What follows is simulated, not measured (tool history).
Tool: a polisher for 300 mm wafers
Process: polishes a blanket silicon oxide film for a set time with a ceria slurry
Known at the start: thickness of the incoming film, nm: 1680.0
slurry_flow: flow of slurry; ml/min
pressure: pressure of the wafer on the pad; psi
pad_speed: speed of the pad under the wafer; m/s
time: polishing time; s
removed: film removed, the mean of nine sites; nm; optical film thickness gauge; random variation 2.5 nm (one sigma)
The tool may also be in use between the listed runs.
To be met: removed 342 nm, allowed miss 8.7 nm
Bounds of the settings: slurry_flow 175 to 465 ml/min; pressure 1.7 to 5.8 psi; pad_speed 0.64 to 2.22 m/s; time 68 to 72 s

run,hour,slurry_flow,pressure,pad_speed,time,removed
1,0,295,3.7,1.42,68,451.21
2,2.6,265,3.7,1.42,68,442.28
3,7.6,305,3.7,1.42,68,450.59
4,15.6,300,3.5,1.42,68,421.91
5,24,300,3.4,1.42,68,416.29
6,33,300,3.4,1.58,68,462.7
7,34.9,295,3.2,1.58,68,427.8
8,42.9,285,3.1,1.58,68,412.88
9,48.8,275,3,1.58,68,399.52
10,51.6,265,2.9,1.58,68,388.56
11,53.7,260,2.3,1.58,68,308.78
12,58.7,275,2.3,1.58,68,312.61
13,62.9,285,2.3,1.58,68,314.05
14,67.8,305,2.6,1.58,68,360
15,70.9,300,2.6,1.58,68,354.86

5 next moves are on the table. One of them brings every result within its allowed miss. Which?
A,74,285,2.5,1.64,72,?
B,74,285,3.7,1.1,69,?
C,74,215,2.9,1.42,72,?
D,74,205,2.5,1.64,68,?
E,74,305,2.7,1.52,68,?

move,removed
A,375.16
B,368.56
C,370.65
D,343.83
E,358.14
A: further off than the last run
B: further off than the last run
C: further off than the last run
D: meets every target
E: further off than the last run
The right move is D.

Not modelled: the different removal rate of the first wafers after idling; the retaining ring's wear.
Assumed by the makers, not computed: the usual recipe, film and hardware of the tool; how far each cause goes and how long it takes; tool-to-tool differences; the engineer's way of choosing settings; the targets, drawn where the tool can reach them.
